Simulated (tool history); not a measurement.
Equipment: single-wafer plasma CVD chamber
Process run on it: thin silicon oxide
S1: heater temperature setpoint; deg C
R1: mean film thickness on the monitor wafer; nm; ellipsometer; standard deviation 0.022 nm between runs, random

{"run": 1, "day": 0.0, "S1": 415, "chamber pressure (Pa)": 114.0, "RF power (kW)": 0.28, "deposition time (s)": 3.98, "R1": 6.8559}
{"run": 2, "day": 0.308, "S1": 410, "chamber pressure (Pa)": 114.0, "RF power (kW)": 0.28, "deposition time (s)": 3.98, "R1": 6.8466}
{"run": 3, "day": 0.525, "S1": 410, "chamber pressure (Pa)": 128.4, "RF power (kW)": 0.28, "deposition time (s)": 3.98, "R1": 7.3606}
{"run": 4, "day": 0.579, "S1": 410, "chamber pressure (Pa)": 123.5, "RF power (kW)": 0.28, "deposition time (s)": 3.98, "R1": 7.1762}
{"run": 5, "day": 0.729, "S1": 406, "chamber pressure (Pa)": 123.5, "RF power (kW)": 0.28, "deposition time (s)": 3.98, "R1": 7.2393}
{"run": 6, "day": 0.792, "S1": 406, "chamber pressure (Pa)": 107.6, "RF power (kW)": 0.28, "deposition time (s)": 3.98, "R1": 6.6716}
{"run": 7, "day": 0.817, "S1": 406, "chamber pressure (Pa)": 105.1, "RF power (kW)": 0.28, "deposition time (s)": 3.98, "R1": 6.5851}
{"run": 8, "day": 0.904, "S1": 406, "chamber pressure (Pa)": 102.8, "RF power (kW)": 0.28, "deposition time (s)": 3.98, "R1": 6.5312}

Run 9 is up next; what results do you expect?
{"run": 9, "day": 1.017, "S1": 406, "chamber pressure (Pa)": 100.7, "RF power (kW)": 0.28, "deposition time (s)": 3.98, "R1": "?"}

R1: 6.3977 nm
